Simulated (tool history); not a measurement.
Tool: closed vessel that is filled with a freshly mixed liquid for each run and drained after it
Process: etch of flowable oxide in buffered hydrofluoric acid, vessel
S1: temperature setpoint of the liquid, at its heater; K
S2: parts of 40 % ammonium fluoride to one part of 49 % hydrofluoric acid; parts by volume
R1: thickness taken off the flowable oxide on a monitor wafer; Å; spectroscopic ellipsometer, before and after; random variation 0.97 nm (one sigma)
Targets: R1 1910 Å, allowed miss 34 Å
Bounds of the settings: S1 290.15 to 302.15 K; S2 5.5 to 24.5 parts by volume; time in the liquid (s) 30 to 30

{"run": 1, "hour": 0.0, "S1": 294.15, "S2": 15, "time in the liquid (s)": 30, "R1": 804.29}
{"run": 2, "hour": 6.0, "S1": 296.15, "S2": 13.5, "time in the liquid (s)": 30, "R1": 988.33}
{"run": 3, "hour": 10.7, "S1": 297.65, "S2": 12.5, "time in the liquid (s)": 30, "R1": 1150.2}
{"run": 4, "hour": 13.8, "S1": 297.65, "S2": 12.5, "time in the liquid (s)": 30, "R1": 1146.9}
{"run": 5, "hour": 16.7, "S1": 300.15, "S2": 12.5, "time in the liquid (s)": 30, "R1": 1315.3}
{"run": 6, "hour": 17.3, "S1": 300.65, "S2": 11.5, "time in the liquid (s)": 30, "R1": 1467.1}
{"run": 7, "hour": 21.6, "S1": 301.15, "S2": 11, "time in the liquid (s)": 30, "R1": 1572.7}
{"run": 8, "hour": 24.9, "S1": 302.15, "S2": 8.5, "time in the liquid (s)": 30, "R1": 2077.6}

5 next moves are on the table. One of them brings every result within its allowed miss. Which?
{"run": "A", "hour": 28.2, "S1": 299.15, "S2": 6.5, "time in the liquid (s)": 30, "R1": "?"}
{"run": "B", "hour": 28.2, "S1": 301.65, "S2": 7.5, "time in the liquid (s)": 30, "R1": "?"}
{"run": "C", "hour": 28.2, "S1": 302.15, "S2": 7.5, "time in the liquid (s)": 30, "R1": "?"}
{"run": "D", "hour": 28.2, "S1": 302.15, "S2": 8, "time in the liquid (s)": 30, "R1": "?"}
{"run": "E", "hour": 28.2, "S1": 298.15, "S2": 7.5, "time in the liquid (s)": 30, "R1": "?"}

move=A R1=2297.5
move=B R1=2285.1
move=C R1=2346.2
move=D R1=2188.2
move=E R1=1895
A: further off than the last run
B: further off than the last run
C: further off than the last run
D: further off than the last run
E: meets every target
Move E is the one to make.
